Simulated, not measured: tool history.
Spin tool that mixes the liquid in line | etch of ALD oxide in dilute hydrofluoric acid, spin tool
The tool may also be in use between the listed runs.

| run | day | temperature setpoint of the liquid (K) | parts of water to one part of 49 % hydrofluoric acid (parts by volume) | time under the liquid (s) | thickness taken off the ALD oxide on a monitor wafer (nm) |
|---|---|---|---|---|---|
| 1 | 0.000 | 298.15 | 115 | 90 | 17.661 |
| 2 | 0.304 | 301.15 | 115 | 90 | 19.934 |
| 3 | 0.371 | 301.15 | 130 | 90 | 17.313 |
| 4 | 0.529 | 300.15 | 130 | 90 | 16.524 |
| 5 | 0.750 | 302.65 | 130 | 90 | 18.371 |
| 6 | 0.796 | 302.65 | 150 | 90 | 15.410 |

The next listed run, before its measurement:
| 7 | 0.983 | 302.15 | 150 | 90 | ? |

thickness taken off the ALD oxide on a monitor wafer (nm): 15.124

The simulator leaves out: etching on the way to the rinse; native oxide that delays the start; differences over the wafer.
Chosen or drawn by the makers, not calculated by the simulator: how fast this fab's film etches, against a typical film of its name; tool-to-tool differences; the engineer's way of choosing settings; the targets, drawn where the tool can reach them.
